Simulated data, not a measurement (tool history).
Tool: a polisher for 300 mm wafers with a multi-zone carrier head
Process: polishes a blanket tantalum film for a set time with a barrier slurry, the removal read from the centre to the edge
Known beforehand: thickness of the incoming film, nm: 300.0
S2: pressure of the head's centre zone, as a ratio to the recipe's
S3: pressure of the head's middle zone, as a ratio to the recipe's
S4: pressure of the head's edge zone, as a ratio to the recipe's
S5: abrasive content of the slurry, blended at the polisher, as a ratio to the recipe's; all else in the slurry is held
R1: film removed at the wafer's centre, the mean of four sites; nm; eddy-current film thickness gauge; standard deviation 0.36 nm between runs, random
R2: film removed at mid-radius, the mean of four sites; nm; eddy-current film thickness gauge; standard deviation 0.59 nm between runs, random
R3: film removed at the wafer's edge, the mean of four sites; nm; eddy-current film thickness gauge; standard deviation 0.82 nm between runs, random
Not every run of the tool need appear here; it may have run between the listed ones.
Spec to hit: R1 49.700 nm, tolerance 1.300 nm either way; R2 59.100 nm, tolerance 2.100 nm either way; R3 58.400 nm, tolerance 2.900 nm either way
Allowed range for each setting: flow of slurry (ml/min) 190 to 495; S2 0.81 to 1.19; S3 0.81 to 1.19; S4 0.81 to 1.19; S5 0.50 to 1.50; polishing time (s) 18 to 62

Run 1, day 0.000: flow of slurry (ml/min) 320, S2 1.00, S3 1.00, S4 1.00, S5 1.00, polishing time (s) 40. Result: R1 95.017 nm, R2 95.121 nm, R3 98.966 nm.
Run 2, day 0.300: flow of slurry (ml/min) 250, S2 1.00, S3 1.00, S4 1.00, S5 1.00, polishing time (s) 40. Result: R1 91.263 nm, R2 92.975 nm, R3 92.487 nm.
Run 3, day 0.679: flow of slurry (ml/min) 280, S2 1.00, S3 1.00, S4 1.00, S5 1.00, polishing time (s) 40. Result: R1 92.392 nm, R2 93.224 nm, R3 95.567 nm.
Run 4, day 0.917: flow of slurry (ml/min) 265, S2 0.97, S3 0.99, S4 0.99, S5 0.90, polishing time (s) 38. Result: R1 82.658 nm, R2 84.990 nm, R3 84.631 nm.
Run 5, day 1.258: flow of slurry (ml/min) 265, S2 0.97, S3 0.99, S4 0.99, S5 1.05, polishing time (s) 38. Result: R1 86.884 nm, R2 89.162 nm, R3 90.690 nm.
Run 6, day 1.392: flow of slurry (ml/min) 265, S2 0.97, S3 0.99, S4 0.99, S5 1.15, polishing time (s) 38. Result: R1 89.841 nm, R2 91.754 nm, R3 92.599 nm.
Run 7, day 1.708: flow of slurry (ml/min) 255, S2 0.94, S3 0.99, S4 0.99, S5 1.05, polishing time (s) 36. Result: R1 79.583 nm, R2 83.844 nm, R3 87.693 nm.
Run 8, day 1.846: flow of slurry (ml/min) 245, S2 0.92, S3 0.99, S4 0.97, S5 0.95, polishing time (s) 35. Result: R1 73.159 nm, R2 78.383 nm, R3 79.127 nm.
Run 9, day 1.871: flow of slurry (ml/min) 240, S2 0.90, S3 0.99, S4 0.97, S5 0.85, polishing time (s) 34. Result: R1 66.412 nm, R2 75.516 nm, R3 75.379 nm.
Run 10, day 1.917: flow of slurry (ml/min) 235, S2 0.89, S3 0.98, S4 0.96, S5 0.80, polishing time (s) 33. Result: R1 63.046 nm, R2 68.321 nm, R3 70.471 nm.
Run 11, day 2.071: flow of slurry (ml/min) 245, S2 0.81, S3 1.08, S4 0.97, S5 0.55, polishing time (s) 29. Result: R1 43.741 nm, R2 57.213 nm, R3 53.320 nm.
Run 12, day 2.421: flow of slurry (ml/min) 245, S2 0.82, S3 1.07, S4 0.98, S5 0.55, polishing time (s) 29. Result: R1 44.435 nm, R2 56.749 nm, R3 54.281 nm.
Run 13, day 2.746: flow of slurry (ml/min) 245, S2 0.83, S3 1.07, S4 0.99, S5 0.55, polishing time (s) 29. Result: R1 44.695 nm, R2 55.743 nm, R3 53.349 nm.
Run 14, day 2.925: flow of slurry (ml/min) 250, S2 0.83, S3 1.06, S4 0.98, S5 0.60, polishing time (s) 29. Result: R1 46.795 nm, R2 58.500 nm, R3 56.135 nm.
Run 15, day 3.088: flow of slurry (ml/min) 260, S2 0.83, S3 1.06, S4 0.98, S5 0.60, polishing time (s) 29. Result: R1 47.341 nm, R2 59.369 nm, R3 56.126 nm.
Run 16, day 3.129: flow of slurry (ml/min) 265, S2 0.83, S3 1.05, S4 0.99, S5 0.60, polishing time (s) 29. Result: R1 47.543 nm, R2 59.286 nm, R3 55.845 nm.
Run 17, day 3.346: flow of slurry (ml/min) 260, S2 0.83, S3 1.04, S4 0.99, S5 0.60, polishing time (s) 29. Result: R1 47.239 nm, R2 58.400 nm, R3 54.951 nm.
Run 18, day 3.562: flow of slurry (ml/min) 250, S2 0.84, S3 1.04, S4 0.99, S5 0.60, polishing time (s) 29. Result: R1 46.755 nm, R2 57.233 nm, R3 56.379 nm.
Run 19, day 3.825: flow of slurry (ml/min) 255, S2 0.84, S3 1.04, S4 0.99, S5 0.60, polishing time (s) 29. Result: R1 47.255 nm, R2 57.663 nm, R3 56.106 nm.
Run 20, day 4.108: flow of slurry (ml/min) 260, S2 0.84, S3 1.04, S4 0.99, S5 0.60, polishing time (s) 29. Result: R1 46.962 nm, R2 58.260 nm, R3 54.380 nm.
Run 21, day 4.175: flow of slurry (ml/min) 250, S2 0.85, S3 1.05, S4 0.98, S5 0.60, polishing time (s) 29. Result: R1 47.501 nm, R2 57.733 nm, R3 56.536 nm.
Run 22, day 4.375: flow of slurry (ml/min) 250, S2 0.86, S3 1.05, S4 0.98, S5 0.60, polishing time (s) 29. Result: R1 49.192 nm, R2 56.914 nm, R3 56.631 nm.
Run 23, day 4.721: flow of slurry (ml/min) 245, S2 0.86, S3 1.05, S4 0.98, S5 0.60, polishing time (s) 29. Result: R1 48.543 nm, R2 57.899 nm, R3 55.216 nm.
Run 24, day 5.000: flow of slurry (ml/min) 245, S2 0.86, S3 1.05, S4 0.98, S5 0.60, polishing time (s) 29. Result: R1 48.433 nm, R2 58.392 nm, R3 55.332 nm.

Which one of the following 4 next-run settings gets every result inside its allowed miss? There is exactly one.
Run A, day 5.279: flow of slurry (ml/min) 375, S2 0.98, S3 1.19, S4 0.91, S5 0.55, polishing time (s) 28. Result: R1 ?, R2 ?, R3 ?.
Run B, day 5.279: flow of slurry (ml/min) 275, S2 0.93, S3 1.12, S4 0.91, S5 0.50, polishing time (s) 30. Result: R1 ?, R2 ?, R3 ?.
Run C, day 5.279: flow of slurry (ml/min) 250, S2 0.94, S3 1.13, S4 0.88, S5 0.65, polishing time (s) 27. Result: R1 ?, R2 ?, R3 ?.
Run D, day 5.279: flow of slurry (ml/min) 245, S2 0.89, S3 1.07, S4 1.08, S5 0.50, polishing time (s) 32. Result: R1 ?, R2 ?, R3 ?.

move      R1      R2      R3
   A  52.466  62.035  50.716
   B  49.558  58.332  50.655
   C  50.193  59.076  50.280
   D  50.114  58.945  58.055
A: further off than the last run
B: further off than the last run
C: further off than the last run
D: all results land within tolerance of their targets
The right move is D.
